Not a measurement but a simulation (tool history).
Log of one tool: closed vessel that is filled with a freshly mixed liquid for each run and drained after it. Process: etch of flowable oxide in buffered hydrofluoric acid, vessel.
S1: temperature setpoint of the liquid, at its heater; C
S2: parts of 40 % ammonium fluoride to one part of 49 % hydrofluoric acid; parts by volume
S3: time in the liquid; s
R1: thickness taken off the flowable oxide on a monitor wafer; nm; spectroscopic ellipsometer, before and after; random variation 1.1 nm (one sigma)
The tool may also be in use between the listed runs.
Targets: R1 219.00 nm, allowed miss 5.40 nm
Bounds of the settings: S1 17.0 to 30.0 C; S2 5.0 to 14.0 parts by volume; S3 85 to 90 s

Run 1, day 0.000: S1 22.0 C, S2 8.5 parts by volume, S3 85 s. Result: R1 365.96 nm.
Run 2, day 0.038: S1 20.0 C, S2 8.5 parts by volume, S3 85 s. Result: R1 328.72 nm.
Run 3, day 0.071: S1 20.0 C, S2 8.5 parts by volume, S3 90 s. Result: R1 353.15 nm.
Run 4, day 0.404: S1 20.0 C, S2 8.5 parts by volume, S3 90 s. Result: R1 350.85 nm.
Run 5, day 0.692: S1 18.0 C, S2 8.5 parts by volume, S3 90 s. Result: R1 311.23 nm.
Run 6, day 0.900: S1 18.0 C, S2 8.5 parts by volume, S3 90 s. Result: R1 309.74 nm.
Run 7, day 1.083: S1 18.0 C, S2 9.0 parts by volume, S3 90 s. Result: R1 295.61 nm.
Run 8, day 1.308: S1 17.0 C, S2 11.5 parts by volume, S3 90 s. Result: R1 226.46 nm.

5 next moves are on the table. One of them brings every result within its allowed miss. Which?
Run A, day 1.533: S1 17.5 C, S2 11.5 parts by volume, S3 90 s. Result: R1 ?.
Run B, day 1.533: S1 19.5 C, S2 13.0 parts by volume, S3 90 s. Result: R1 ?.
Run C, day 1.533: S1 17.5 C, S2 10.5 parts by volume, S3 85 s. Result: R1 ?.
Run D, day 1.533: S1 17.5 C, S2 11.0 parts by volume, S3 85 s. Result: R1 ?.
Run E, day 1.533: S1 19.0 C, S2 12.5 parts by volume, S3 85 s. Result: R1 ?.

move      R1
   A  233.29
   B  231.70
   C  240.79
   D  230.11
   E  221.09
A: further off than the last run
B: further off than the last run
C: further off than the last run
D: further off than the last run
E: meets every target
Move E is the one to make.
